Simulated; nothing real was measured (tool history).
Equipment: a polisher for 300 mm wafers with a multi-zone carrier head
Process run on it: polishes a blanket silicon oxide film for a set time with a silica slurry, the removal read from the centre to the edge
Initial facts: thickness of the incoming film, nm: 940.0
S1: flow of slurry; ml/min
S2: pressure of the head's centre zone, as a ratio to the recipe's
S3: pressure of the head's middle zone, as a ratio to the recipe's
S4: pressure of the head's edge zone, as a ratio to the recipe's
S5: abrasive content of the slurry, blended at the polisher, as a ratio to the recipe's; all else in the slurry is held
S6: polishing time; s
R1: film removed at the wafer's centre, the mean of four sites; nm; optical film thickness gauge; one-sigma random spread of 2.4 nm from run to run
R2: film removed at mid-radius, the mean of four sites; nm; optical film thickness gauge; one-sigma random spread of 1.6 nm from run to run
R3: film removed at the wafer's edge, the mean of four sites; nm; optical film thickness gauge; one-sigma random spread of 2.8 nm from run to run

{"run": 1, "day": 0.0, "S1": 255, "S2": 1, "S3": 1, "S4": 1, "S5": 1, "S6": 84, "R1": 165.55, "R2": 163.94, "R3": 167.25}
{"run": 2, "day": 0.171, "S1": 270, "S2": 1.05, "S3": 1.03, "S4": 1.04, "S5": 1.15, "S6": 85, "R1": 185.18, "R2": 177.6, "R3": 179.79}
{"run": 3, "day": 0.475, "S1": 275, "S2": 1.08, "S3": 1.04, "S4": 1.06, "S5": 1.25, "S6": 88, "R1": 206.27, "R2": 192.11, "R3": 194.45}
{"run": 4, "day": 0.767, "S1": 275, "S2": 1.14, "S3": 1.04, "S4": 1.06, "S5": 1.25, "S6": 88, "R1": 211.88, "R2": 190.68, "R3": 198.3}
{"day": 1.033, "done": "worn pad replaced by a new one"}
{"run": 5, "day": 1.033, "S1": 340, "S2": 1.14, "S3": 1.04, "S4": 1.06, "S5": 1.25, "S6": 88, "R1": 236.68, "R2": 214.22, "R3": 218.01}
{"run": 6, "day": 1.125, "S1": 340, "S2": 1.14, "S3": 1.04, "S4": 1.06, "S5": 1.25, "S6": 70, "R1": 188.89, "R2": 169.46, "R3": 174.11}
{"run": 7, "day": 1.433, "S1": 355, "S2": 1.15, "S3": 1.05, "S4": 1.07, "S5": 1.3, "S6": 73, "R1": 200.43, "R2": 180.44, "R3": 183.01}

Predict the results of run 8:
{"run": 8, "day": 1.771, "S1": 365, "S2": 1.15, "S3": 1.05, "S4": 1.07, "S5": 1.35, "S6": 77, "R1": "?", "R2": "?", "R3": "?"}

{"run 8": {"R1": 215.63, "R2": 191.74, "R3": 200.96}}

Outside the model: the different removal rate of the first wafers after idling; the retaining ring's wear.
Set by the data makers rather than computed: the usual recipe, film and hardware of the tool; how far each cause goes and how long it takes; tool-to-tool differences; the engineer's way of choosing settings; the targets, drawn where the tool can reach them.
